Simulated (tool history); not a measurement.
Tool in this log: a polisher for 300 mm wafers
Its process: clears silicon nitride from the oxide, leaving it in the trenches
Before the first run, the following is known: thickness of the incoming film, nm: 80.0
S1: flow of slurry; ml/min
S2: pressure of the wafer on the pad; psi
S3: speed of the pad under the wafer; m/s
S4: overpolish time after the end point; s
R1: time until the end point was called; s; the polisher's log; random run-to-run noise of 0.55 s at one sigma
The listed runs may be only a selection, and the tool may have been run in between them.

run	hour	S1	S2	S3	S4	R1
1	0	310	2.7	1.08	42	68.331
2	2.5	310	3.1	1.1	42	58.649
3	10.1	310	3.1	1.1	45	58.886
4	10.9	350	3.1	1.1	45	58.677
5	15.5	350	3.1	1.22	45	52.149
6	21.5	350	2.9	1.22	45	55.344
7	25.2	350	3.1	1.22	45	53.37
8	28.7	350	3.1	1.22	45	52.056
9	36.8	350	3.2	1.22	45	49.661

Predict the results of run 10:
10	41.1	350	3.3	1.22	45	?

Run 10 produced R1 48.868 s.

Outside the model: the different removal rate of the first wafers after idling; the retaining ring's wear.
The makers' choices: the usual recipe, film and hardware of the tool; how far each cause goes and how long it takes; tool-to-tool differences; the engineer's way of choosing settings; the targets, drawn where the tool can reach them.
